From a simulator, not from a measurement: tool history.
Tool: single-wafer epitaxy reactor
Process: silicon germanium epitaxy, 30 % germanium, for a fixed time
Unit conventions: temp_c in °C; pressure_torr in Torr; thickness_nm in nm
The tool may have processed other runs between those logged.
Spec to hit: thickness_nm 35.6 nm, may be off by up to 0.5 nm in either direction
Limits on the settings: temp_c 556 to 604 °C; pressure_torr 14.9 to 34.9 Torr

Run 1, hour 0: temp_c 580 °C, pressure_torr 24.9 Torr. Result: thickness_nm 47.765 nm.
Run 2, hour 5: temp_c 584 °C, pressure_torr 24.9 Torr. Result: thickness_nm 52.424 nm.
Run 3, hour 9.3: temp_c 582 °C, pressure_torr 24.9 Torr. Result: thickness_nm 49.534 nm.
Run 4, hour 13.5: temp_c 586 °C, pressure_torr 24.9 Torr. Result: thickness_nm 54.282 nm.
Run 5, hour 16.2: temp_c 586 °C, pressure_torr 28.6 Torr. Result: thickness_nm 57.048 nm.
Run 6, hour 20.7: temp_c 583 °C, pressure_torr 28.6 Torr. Result: thickness_nm 53.553 nm.
Run 7, hour 23.5: temp_c 581 °C, pressure_torr 28.6 Torr. Result: thickness_nm 51.296 nm.
Run 8, hour 31.3: temp_c 579 °C, pressure_torr 28.6 Torr. Result: thickness_nm 48.83 nm.
Run 9, hour 39.7: temp_c 579 °C, pressure_torr 28.6 Torr. Result: thickness_nm 49.15 nm.
Run 10, hour 41.5: temp_c 577 °C, pressure_torr 28.6 Torr. Result: thickness_nm 47.151 nm.
Run 11, hour 47.4: temp_c 575 °C, pressure_torr 28.6 Torr. Result: thickness_nm 44.837 nm.
Run 12, hour 52: temp_c 574 °C, pressure_torr 28.6 Torr. Result: thickness_nm 44.025 nm.
Run 13, hour 56.4: temp_c 573 °C, pressure_torr 28.6 Torr. Result: thickness_nm 42.913 nm.
Run 14, hour 57: temp_c 562 °C, pressure_torr 28.5 Torr. Result: thickness_nm 33.444 nm.
Run 15, hour 62.2: temp_c 564 °C, pressure_torr 28.5 Torr. Result: thickness_nm 35.079 nm.

Exactly one of the 5 candidate moves below puts every result within its allowed miss. Which one?
Run A, hour 67.4: temp_c 564 °C, pressure_torr 27.3 Torr. Result: thickness_nm ?.
Run B, hour 67.4: temp_c 563 °C, pressure_torr 28.9 Torr. Result: thickness_nm ?.
Run C, hour 67.4: temp_c 568 °C, pressure_torr 23.6 Torr. Result: thickness_nm ?.
Run D, hour 67.4: temp_c 563 °C, pressure_torr 29.3 Torr. Result: thickness_nm ?.
Run E, hour 67.4: temp_c 565 °C, pressure_torr 25.7 Torr. Result: thickness_nm ?.

move  thickness_nm
   A        34.279
   B        34.229
   C        35.551
   D        34.406
   E        34.286
A: its largest miss is bigger than the last run's
B: its largest miss is bigger than the last run's
C: meets every target
D: its largest miss is bigger than the last run's
E: its largest miss is bigger than the last run's
The move that meets every target is C.
